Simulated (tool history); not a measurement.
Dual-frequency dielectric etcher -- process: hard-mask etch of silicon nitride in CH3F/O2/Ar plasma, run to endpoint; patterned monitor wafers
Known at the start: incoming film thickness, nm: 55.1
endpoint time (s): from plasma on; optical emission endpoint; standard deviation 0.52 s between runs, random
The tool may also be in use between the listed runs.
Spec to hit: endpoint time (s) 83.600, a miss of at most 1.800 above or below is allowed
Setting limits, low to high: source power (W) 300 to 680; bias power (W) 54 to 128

run    day  source power (W)  bias power (W)  endpoint time (s)
  1  0.000               490              91             69.714
  2  0.304               430              91             72.920
  3  0.358               410              88             75.490
  4  0.412               390              87             76.908
  5  0.558               370              86             78.846
  6  0.771               360              86             79.794
  7  0.938               350              86             80.930
  8  1.171               340              86             81.005

Which one of the following 5 next-run settings gets every result inside its allowed miss? There is exactly one.
  A  1.404               340              73                  ?
  B  1.404               360              91                  ?
  C  1.404               300              92                  ?
  D  1.404               380              90                  ?
  E  1.404               400              86                  ?

move  endpoint time (s)
   A             87.847
   B             77.912
   C             83.056
   D             76.710
   E             76.759
A: moves the result that the last run missed by most past its target, out the other side
B: moves away from the targets compared with the last run
C: all results land within tolerance of their targets
D: moves away from the targets compared with the last run
E: moves away from the targets compared with the last run
Move C is the one to make.
